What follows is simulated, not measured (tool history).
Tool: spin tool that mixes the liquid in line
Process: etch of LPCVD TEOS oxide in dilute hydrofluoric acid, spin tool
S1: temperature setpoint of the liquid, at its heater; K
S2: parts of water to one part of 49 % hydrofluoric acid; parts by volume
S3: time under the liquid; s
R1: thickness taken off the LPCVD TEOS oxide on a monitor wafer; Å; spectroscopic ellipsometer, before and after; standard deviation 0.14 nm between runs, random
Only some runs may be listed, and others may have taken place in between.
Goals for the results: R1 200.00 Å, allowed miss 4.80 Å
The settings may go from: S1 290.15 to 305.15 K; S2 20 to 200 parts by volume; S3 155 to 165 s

run  hour      S1   S2   S3      R1
  1   0.0  297.15  110  155  223.38
  2   2.4  296.15  110  155  216.22
  3   9.7  295.65  110  155  207.74
  4  18.2  293.15  110  155  193.58
  5  18.8  293.15   85  155  252.46
  6  23.5  296.65   85  155  290.46
  7  31.4  294.65   90  155  252.72
  8  36.9  293.15   90  155  237.37
  9  41.3  292.15   90  155  229.08
 10  49.4  291.65   90  155  226.46
 11  52.0  291.15   90  155  218.68
 12  55.3  290.65   90  155  215.46

Consider the 4 candidate settings below. Which is the only one whose results all fall within their allowed miss of target?
  A  58.6  290.15   85  160   ?
  B  58.6  293.15  105  155   ?
  C  58.6  290.65   90  165   ?
  D  58.6  291.65   90  165   ?

move      R1
   A  232.87
   B  202.54
   C  230.43
   D  240.33
A: the biggest miss grows against the last run
B: in spec on every target
C: the biggest miss grows against the last run
D: the biggest miss grows against the last run
The right move is B.
